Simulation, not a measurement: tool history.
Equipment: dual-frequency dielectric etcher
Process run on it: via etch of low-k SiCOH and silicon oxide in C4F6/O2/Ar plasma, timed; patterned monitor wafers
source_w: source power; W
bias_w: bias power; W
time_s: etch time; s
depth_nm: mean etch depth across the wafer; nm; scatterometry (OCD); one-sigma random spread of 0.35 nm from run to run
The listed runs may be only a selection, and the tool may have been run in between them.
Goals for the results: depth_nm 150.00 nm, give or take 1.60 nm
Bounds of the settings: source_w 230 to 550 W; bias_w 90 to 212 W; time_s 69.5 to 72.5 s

run	hour	source_w	bias_w	time_s	depth_nm
1	0.0	390	151	69.5	173.72
2	6.9	390	161	69.5	176.08
3	13.1	430	161	69.5	180.75
4	15.3	430	151	69.5	177.95
5	23.3	430	151	69.5	177.85
6	30.8	370	144	69.5	169.81
7	38.1	330	136	69.5	161.84
8	42.8	300	134	69.5	158.08
9	49.2	300	134	69.5	158.55
10	55.3	280	132	69.5	155.51
11	62.8	270	131	69.5	153.95
12	67.5	260	131	69.5	152.51

Exactly one of the 4 candidate moves below puts every result within its allowed miss. Which one?
A	72.2	310	97	71.5	?
B	72.2	230	117	70.5	?
C	72.2	250	121	70.0	?
D	72.2	270	118	71.5	?

move	depth_nm
A	153.28
B	146.92
C	149.63
D	154.62
A: its largest miss is bigger than the last run's
B: pushes the last run's worst result past its target
C: every result within its allowed miss
D: its largest miss is bigger than the last run's
Correct choice: C, which meets every target
